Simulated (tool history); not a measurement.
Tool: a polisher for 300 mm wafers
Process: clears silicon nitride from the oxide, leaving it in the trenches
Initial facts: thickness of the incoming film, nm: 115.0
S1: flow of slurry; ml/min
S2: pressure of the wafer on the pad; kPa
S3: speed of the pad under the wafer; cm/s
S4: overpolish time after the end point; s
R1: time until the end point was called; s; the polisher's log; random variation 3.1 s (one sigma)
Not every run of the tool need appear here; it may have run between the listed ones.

run    day   S1    S2  S3  S4      R1
  1  0.000  230  20.7  88  32  147.61
  2  0.192  230  19.3  88  32  158.15
  3  0.550  230  19.3  88  32  153.16
  4  0.921  230  17.2  88  32  165.65
  5  1.246  275  17.2  88  32  168.33
  6  1.550  275  15.9  88  32  181.48
  7  1.617  275  15.2  88  32  180.06
  8  1.788  275  14.5  88  32  185.19

For run 9, what comes out?
  9  2.062  275  13.8  88  32   ?

{"run 9": {"R1": 197.17}}
